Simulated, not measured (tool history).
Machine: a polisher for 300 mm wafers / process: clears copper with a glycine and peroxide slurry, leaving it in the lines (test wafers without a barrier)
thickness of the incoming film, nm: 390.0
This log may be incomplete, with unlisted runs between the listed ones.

run  hour  flow of slurry (ml/min)  pressure of the wafer on the pad (kPa)  speed of the pad under the wafer (cm/s)  overpolish time after the end point (s)  time until the end point was called (s)  dishing of a wide line in a test structure (Å)
  1     0                      305                                    17.9                                      106                                       28                                   54.997                                          925.66
  2   1.7                      290                                    15.2                                      110                                       23                                   61.233                                           768.7
  3    10                      340                                    13.1                                      110                                       19                                   67.241                                          595.94
  4  12.7                      340                                    13.1                                       88                                       19                                   79.872                                          544.68
  5  14.1                      270                                    13.1                                       88                                       19                                   79.752                                          530.01
  6  18.7                      245                                    13.1                                       90                                       16                                   79.551                                          475.21

What does the tool deliver on the next run?
     26.1  -- head pressure recalibrated
  7  26.1                      240                                    13.1                                       90                                       14                                        ?                                               ?

time until the end point was called (s): 84.76
dishing of a wide line in a test structure (Å): 393.33

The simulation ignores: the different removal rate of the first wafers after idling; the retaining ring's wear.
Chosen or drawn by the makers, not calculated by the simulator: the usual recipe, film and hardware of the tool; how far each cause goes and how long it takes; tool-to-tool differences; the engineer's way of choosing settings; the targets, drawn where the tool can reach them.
